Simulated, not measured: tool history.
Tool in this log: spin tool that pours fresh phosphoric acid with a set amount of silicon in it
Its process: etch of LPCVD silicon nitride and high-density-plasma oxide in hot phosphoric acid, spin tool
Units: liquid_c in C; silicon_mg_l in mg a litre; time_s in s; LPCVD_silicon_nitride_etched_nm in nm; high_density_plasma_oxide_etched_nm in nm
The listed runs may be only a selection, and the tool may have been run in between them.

run,hour,liquid_c,silicon_mg_l,time_s,LPCVD_silicon_nitride_etched_nm,high_density_plasma_oxide_etched_nm
1,0.0,159.0,14.0,180,16.4970,0.32143
2,0.6,158.0,11.5,140,12.3900,0.26037
3,1.6,157.5,11.5,115,10.0450,0.21859
4,4.8,159.0,11.5,115,10.5350,0.22245
5,6.5,159.0,11.5,60,5.5117,0.10427
6,8.7,158.0,11.5,60,5.3298,0.12398
7,12.6,159.5,7.5,65,6.0249,0.13973
8,15.8,160.0,7.5,75,7.1074,0.16464
9,22.6,161.0,7.5,75,7.3466,0.19627
10,28.3,162.5,16.5,80,8.2269,0.16008
11,32.0,162.0,15.5,80,8.1030,0.16587

Run 12, settings as shown, results not yet in. Your forecast:
12,33.0,162.0,15.0,80,?,?

LPCVD_silicon_nitride_etched_nm: 8.1407 nm
high_density_plasma_oxide_etched_nm: 0.16400 nm
